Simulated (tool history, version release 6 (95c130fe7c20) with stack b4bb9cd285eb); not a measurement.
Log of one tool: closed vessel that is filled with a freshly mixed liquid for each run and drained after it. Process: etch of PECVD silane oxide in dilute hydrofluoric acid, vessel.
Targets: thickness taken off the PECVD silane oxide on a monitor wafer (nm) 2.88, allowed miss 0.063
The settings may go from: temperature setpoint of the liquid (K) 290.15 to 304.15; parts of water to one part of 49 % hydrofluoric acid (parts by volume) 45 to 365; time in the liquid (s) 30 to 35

run	hour	temperature setpoint of the liquid (K)	parts of water to one part of 49 % hydrofluoric acid (parts by volume)	time in the liquid (s)	thickness taken off the PECVD silane oxide on a monitor wafer (nm)
1	0	296.15	205	35	2.319
2	5.5	297.65	205	35	2.4607
3	12.5	297.65	235	35	2.1171
4	13.8	297.65	175	35	2.9895
5	19.6	295.65	175	35	2.7691
6	22.6	295.65	120	35	4.2669
7	24.3	294.15	125	35	3.8452
8	30.4	293.15	130	35	3.5701
9	34.3	290.15	150	35	2.6532
10	42	290.65	150	35	2.689
11	43.1	291.15	150	35	2.7724

Which of these 4 next moves meets every target?
A	44.2	291.15	155	35	?
B	44.2	292.15	140	30	?
C	44.2	291.65	160	35	?
D	44.2	292.65	135	30	?

move	thickness taken off the PECVD silane oxide on a monitor wafer (nm)
A	2.6753
B	2.6839
C	2.6315
D	2.8549
A: further off than the last run
B: further off than the last run
C: further off than the last run
D: meets every target
The right move is D.
